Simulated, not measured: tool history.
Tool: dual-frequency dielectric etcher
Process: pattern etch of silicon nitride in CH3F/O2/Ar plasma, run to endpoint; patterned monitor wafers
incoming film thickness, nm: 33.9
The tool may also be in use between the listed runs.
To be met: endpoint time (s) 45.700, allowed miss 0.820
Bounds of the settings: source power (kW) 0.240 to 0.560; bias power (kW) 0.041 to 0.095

run    day  source power (kW)  bias power (kW)  endpoint time (s)
  1  0.000              0.400            0.068             51.366
  2  0.150              0.430            0.069             49.823
  3  0.525              0.460            0.070             48.202
  4  0.896              0.460            0.058             51.197
  5  1.062              0.520            0.058             48.658
  6  1.371              0.530            0.060             48.068
  7  1.529              0.540            0.062             46.938
  8  1.725              0.550            0.063             46.789

5 next moves are on the table. One of them brings every result within its allowed miss. Which?
  A  1.921              0.430            0.079                  ?
  B  1.921              0.540            0.062                  ?
  C  1.921              0.550            0.067                  ?
  D  1.921              0.500            0.063                  ?
  E  1.921              0.540            0.059                  ?

move  endpoint time (s)
   A             47.499
   B             47.218
   C             45.762
   D             48.362
   E             47.949
A: further off than the last run
B: further off than the last run
C: meets every target
D: further off than the last run
E: further off than the last run
Move C is the one to make.
